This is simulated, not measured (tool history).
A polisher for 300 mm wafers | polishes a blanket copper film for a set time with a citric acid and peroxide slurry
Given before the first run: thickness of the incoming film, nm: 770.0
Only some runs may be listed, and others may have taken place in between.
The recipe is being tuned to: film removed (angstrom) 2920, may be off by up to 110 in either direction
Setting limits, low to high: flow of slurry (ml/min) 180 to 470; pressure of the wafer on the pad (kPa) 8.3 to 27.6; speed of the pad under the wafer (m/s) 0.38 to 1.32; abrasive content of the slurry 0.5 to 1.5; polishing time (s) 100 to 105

| run | hour | flow of slurry (ml/min) | pressure of the wafer on the pad (kPa) | speed of the pad under the wafer (m/s) | abrasive content of the slurry | polishing time (s) | film removed (angstrom) |
|---|---|---|---|---|---|---|---|
| 1 | 0 | 300 | 17.9 | 0.84 | 1 | 100 | 1517.6 |
| 2 | 8.6 | 300 | 18.6 | 0.86 | 1 | 100 | 1634.7 |
| 3 | 12.5 | 300 | 19.3 | 0.86 | 1 | 100 | 1677.9 |
| 4 | 19.7 | 300 | 20 | 0.88 | 1 | 100 | 1812.4 |
| 5 | 22.1 | 300 | 20.7 | 0.88 | 1 | 100 | 1864.7 |
| 6 | 31.1 | 300 | 21.4 | 0.88 | 1 | 100 | 1883 |
| 7 | 32.7 | 300 | 22.1 | 0.9 | 1 | 100 | 2002.7 |
| 8 | 37.9 | 300 | 22.8 | 0.92 | 1 | 100 | 2105.9 |
| 9 | 40.3 | 300 | 23.4 | 0.94 | 1 | 100 | 2202.5 |
|  | 46.1 | worn pad replaced by a new one |
| 10 | 46.1 | 300 | 24.1 | 0.94 | 1 | 100 | 2496 |
| 11 | 54.3 | 300 | 25.5 | 0.94 | 1 | 100 | 2675.2 |
| 12 | 62.4 | 300 | 26.2 | 0.94 | 1 | 100 | 2704.4 |
| 13 | 66.9 | 300 | 26.9 | 0.94 | 1 | 100 | 2797.6 |

Which one of the following 4 next-run settings gets every result inside its allowed miss? There is exactly one.
| A | 71.4 | 345 | 26.2 | 0.88 | 0.95 | 100 | ? |
| B | 71.4 | 300 | 25.5 | 1.02 | 1 | 103 | ? |
| C | 71.4 | 325 | 27.6 | 0.84 | 0.95 | 103 | ? |
| D | 71.4 | 250 | 27.6 | 0.96 | 0.75 | 100 | ? |

| move | film removed (angstrom) |
|---|---|
| A | 2498.4 |
| B | 2905.4 |
| C | 2572.1 |
| D | 2569.9 |
A: its largest miss is bigger than the last run's
B: in spec on every target
C: its largest miss is bigger than the last run's
D: its largest miss is bigger than the last run's
B meets every target.

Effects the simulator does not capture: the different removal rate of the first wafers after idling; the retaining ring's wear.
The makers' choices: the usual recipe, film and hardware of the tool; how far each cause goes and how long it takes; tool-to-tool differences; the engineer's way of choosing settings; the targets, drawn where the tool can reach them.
